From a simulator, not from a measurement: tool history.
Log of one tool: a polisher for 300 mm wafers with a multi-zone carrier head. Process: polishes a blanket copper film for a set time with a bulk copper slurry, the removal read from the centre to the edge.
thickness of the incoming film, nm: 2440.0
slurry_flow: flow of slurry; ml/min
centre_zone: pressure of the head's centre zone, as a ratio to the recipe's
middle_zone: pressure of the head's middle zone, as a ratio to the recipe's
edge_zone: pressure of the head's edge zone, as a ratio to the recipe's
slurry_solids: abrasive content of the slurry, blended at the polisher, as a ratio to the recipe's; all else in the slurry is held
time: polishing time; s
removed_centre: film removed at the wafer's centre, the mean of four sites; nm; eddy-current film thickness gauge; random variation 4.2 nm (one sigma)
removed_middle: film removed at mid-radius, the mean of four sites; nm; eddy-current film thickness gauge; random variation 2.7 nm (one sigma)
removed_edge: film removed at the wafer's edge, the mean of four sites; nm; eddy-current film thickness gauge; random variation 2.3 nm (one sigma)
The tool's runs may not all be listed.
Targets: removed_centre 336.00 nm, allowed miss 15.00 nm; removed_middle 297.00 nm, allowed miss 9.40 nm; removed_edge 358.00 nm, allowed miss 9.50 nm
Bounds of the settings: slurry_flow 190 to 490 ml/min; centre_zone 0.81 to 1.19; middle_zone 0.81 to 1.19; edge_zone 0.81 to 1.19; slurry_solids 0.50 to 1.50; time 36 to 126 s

run	day	slurry_flow	centre_zone	middle_zone	edge_zone	slurry_solids	time	removed_centre	removed_middle	removed_edge
1	0.000	315	1.00	1.00	1.00	1.00	81	437.84	433.47	435.29
2	0.071	310	0.99	0.98	1.00	0.95	80	417.37	415.07	428.75
3	0.392	305	0.99	0.96	0.99	0.90	79	406.62	394.50	410.97
4	0.608	300	0.99	0.94	0.99	0.85	79	412.11	381.52	408.53
5	0.642	300	0.99	0.89	0.99	0.85	79	410.59	372.61	406.11
6	0.946	300	1.04	0.89	0.99	0.85	79	429.28	363.82	409.87
7	1.262	295	1.02	0.88	1.00	0.80	78	400.57	357.63	399.90
8	1.508	290	1.02	0.87	1.01	0.75	77	392.13	343.79	384.48
9	1.796	285	1.02	0.86	1.03	0.70	77	381.57	331.92	383.51
10	1.917	280	1.01	0.85	1.03	0.70	77	385.04	325.29	384.99
11	1.946	275	1.00	0.85	1.03	0.70	77	378.94	327.90	386.24
12	2.150	275	0.99	0.85	1.03	0.65	77	362.38	321.72	377.74
13	2.250	270	0.99	0.84	1.03	0.65	77	368.47	319.03	373.40
14	2.496	265	0.98	0.84	1.03	0.65	77	360.66	317.22	376.26
15	2.821	260	0.98	0.84	1.03	0.65	77	355.03	322.55	376.16

5 next moves are on the table. One of them brings every result within its allowed miss. Which?
A	3.146	190	0.99	0.84	1.08	0.75	71	?	?	?
B	3.146	250	0.89	0.84	1.03	0.55	85	?	?	?
C	3.146	250	0.94	0.81	1.17	0.70	74	?	?	?
D	3.146	205	0.88	0.96	1.01	0.60	80	?	?	?
E	3.146	260	0.90	0.92	0.98	0.60	83	?	?	?

move	removed_centre	removed_middle	removed_edge
A	341.35	296.20	358.31
B	347.68	334.75	393.94
C	340.21	301.07	387.60
D	325.57	354.48	370.96
E	352.60	361.63	385.45
A: meets every target
B: further off than the last run
C: brings the result that was furthest off to its target, and leaves another outside
D: further off than the last run
E: further off than the last run
The right move is A.
